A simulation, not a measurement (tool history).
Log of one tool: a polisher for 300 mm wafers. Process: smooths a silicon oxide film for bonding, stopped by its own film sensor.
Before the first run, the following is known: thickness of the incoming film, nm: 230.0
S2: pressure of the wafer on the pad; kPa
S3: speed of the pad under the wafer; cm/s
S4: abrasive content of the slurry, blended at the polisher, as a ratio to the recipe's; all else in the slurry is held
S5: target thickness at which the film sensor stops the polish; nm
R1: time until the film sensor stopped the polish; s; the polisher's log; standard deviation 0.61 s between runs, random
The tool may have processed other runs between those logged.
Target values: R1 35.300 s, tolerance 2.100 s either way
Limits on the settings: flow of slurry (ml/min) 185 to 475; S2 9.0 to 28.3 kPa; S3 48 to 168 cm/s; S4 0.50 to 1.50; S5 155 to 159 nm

run 1 hour=0.0 | flow_of_slurry_(ml/min)=305 S2=18.6 S3=108 S4=1.00 S5=159 | R1=58.416
run 2 hour=5.4 | flow_of_slurry_(ml/min)=305 S2=20.0 S3=108 S4=1.00 S5=159 | R1=53.081
run 3 hour=7.6 | flow_of_slurry_(ml/min)=375 S2=20.0 S3=108 S4=1.00 S5=159 | R1=53.307
run 4 hour=15.4 | flow_of_slurry_(ml/min)=375 S2=22.1 S3=110 S4=1.00 S5=159 | R1=47.014
run 5 hour=23.1 | flow_of_slurry_(ml/min)=375 S2=23.4 S3=112 S4=1.00 S5=159 | R1=44.173
run 6 hour=24.8 | flow_of_slurry_(ml/min)=375 S2=23.4 S3=112 S4=1.00 S5=159 | R1=43.004
run 7 hour=27.4 | flow_of_slurry_(ml/min)=375 S2=24.1 S3=114 S4=1.00 S5=159 | R1=43.103
run 8 hour=32.6 | flow_of_slurry_(ml/min)=375 S2=25.5 S3=116 S4=1.00 S5=159 | R1=39.312
run 9 hour=35.7 | flow_of_slurry_(ml/min)=375 S2=26.2 S3=116 S4=1.00 S5=159 | R1=38.298

Which one of the following 4 next-run settings gets every result inside its allowed miss? There is exactly one.
run A hour=38.8 | flow_of_slurry_(ml/min)=340 S2=28.3 S3=96 S4=1.00 S5=159 | R1=?
run B hour=38.8 | flow_of_slurry_(ml/min)=385 S2=26.2 S3=126 S4=0.95 S5=159 | R1=?
run C hour=38.8 | flow_of_slurry_(ml/min)=425 S2=28.3 S3=122 S4=1.35 S5=159 | R1=?
run D hour=38.8 | flow_of_slurry_(ml/min)=295 S2=22.8 S3=106 S4=1.40 S5=159 | R1=?

move=A R1=41.294
move=B R1=35.934
move=C R1=30.842
move=D R1=43.554
A: the biggest miss grows against the last run
B: every result lands within tolerance
C: carries the result that was furthest off beyond its target, to the other side
D: the biggest miss grows against the last run
Move B is the one to make.

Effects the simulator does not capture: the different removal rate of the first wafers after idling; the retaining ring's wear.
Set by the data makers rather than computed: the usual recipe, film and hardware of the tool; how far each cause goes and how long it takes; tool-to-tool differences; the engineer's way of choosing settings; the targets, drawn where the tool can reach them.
